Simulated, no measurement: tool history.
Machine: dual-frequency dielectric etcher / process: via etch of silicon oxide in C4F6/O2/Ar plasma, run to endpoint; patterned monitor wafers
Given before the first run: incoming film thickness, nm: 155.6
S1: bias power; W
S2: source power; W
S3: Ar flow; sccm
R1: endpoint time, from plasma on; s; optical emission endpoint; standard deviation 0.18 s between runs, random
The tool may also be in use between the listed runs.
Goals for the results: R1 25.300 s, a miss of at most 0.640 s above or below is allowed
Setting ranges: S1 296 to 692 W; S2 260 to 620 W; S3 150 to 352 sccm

run,hour,S1,S2,S3,R1
1,0.0,494,440,251,31.540
2,8.5,494,440,286,32.046
3,13.4,494,440,313,32.059
4,19.4,554,480,310,29.637
5,25.8,594,510,307,27.580
6,30.2,594,510,289,27.136
7,38.2,615,510,289,27.323
8,45.0,665,590,276,24.528
9,50.0,665,590,276,24.424
10,58.6,653,590,276,24.410

Pick the move, out of 5, that brings all results within their allowed miss; only one does.
A,67.2,683,600,270,?
B,67.2,692,620,287,?
C,67.2,692,620,263,?
D,67.2,626,570,250,?
E,67.2,628,620,232,?

move,R1
A,23.604
B,23.251
C,23.078
D,24.965
E,23.873
A: further off than the last run
B: further off than the last run
C: further off than the last run
D: meets every target
E: further off than the last run
D is the move that brings every result within its allowed miss.

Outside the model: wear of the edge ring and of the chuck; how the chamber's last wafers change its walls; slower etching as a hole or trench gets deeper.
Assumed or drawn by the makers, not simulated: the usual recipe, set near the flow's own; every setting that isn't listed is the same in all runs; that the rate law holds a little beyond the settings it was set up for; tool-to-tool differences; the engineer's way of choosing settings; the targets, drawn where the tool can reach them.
